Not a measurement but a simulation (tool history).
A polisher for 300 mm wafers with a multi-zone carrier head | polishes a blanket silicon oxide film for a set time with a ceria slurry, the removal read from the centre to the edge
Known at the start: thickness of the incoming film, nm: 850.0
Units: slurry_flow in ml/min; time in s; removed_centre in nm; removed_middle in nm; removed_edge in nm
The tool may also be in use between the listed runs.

| run | hour | slurry_flow | centre_zone | middle_zone | edge_zone | time | removed_centre | removed_middle | removed_edge |
|---|---|---|---|---|---|---|---|---|---|
| 1 | 0 | 170 | 1 | 1 | 1 | 44 | 270.85 | 272.37 | 266.15 |
| 2 | 5.4 | 170 | 0.92 | 1 | 1 | 44 | 246.25 | 271.47 | 267.23 |
| 3 | 11.1 | 195 | 0.92 | 1 | 1 | 44 | 257.66 | 275.9 | 268.67 |
| 4 | 13 | 195 | 0.95 | 1.01 | 1.02 | 46 | 274.82 | 287.14 | 286.24 |
| 5 | 19.3 | 200 | 0.98 | 1.03 | 1.03 | 48 | 296.01 | 302.05 | 302.73 |
| 6 | 26.1 | 200 | 0.98 | 1.03 | 1.03 | 53 | 330.02 | 334.39 | 328.68 |
| 7 | 29.1 | 245 | 1.08 | 1.09 | 1.13 | 57 | 402.15 | 391.96 | 382.36 |

The next listed run, before its measurement:
| 8 | 32 | 245 | 1.09 | 1.09 | 1.13 | 57 | ? | ? | ? |

{"run 8": {"removed_centre": 399.61, "removed_middle": 389.67, "removed_edge": 376.61}}

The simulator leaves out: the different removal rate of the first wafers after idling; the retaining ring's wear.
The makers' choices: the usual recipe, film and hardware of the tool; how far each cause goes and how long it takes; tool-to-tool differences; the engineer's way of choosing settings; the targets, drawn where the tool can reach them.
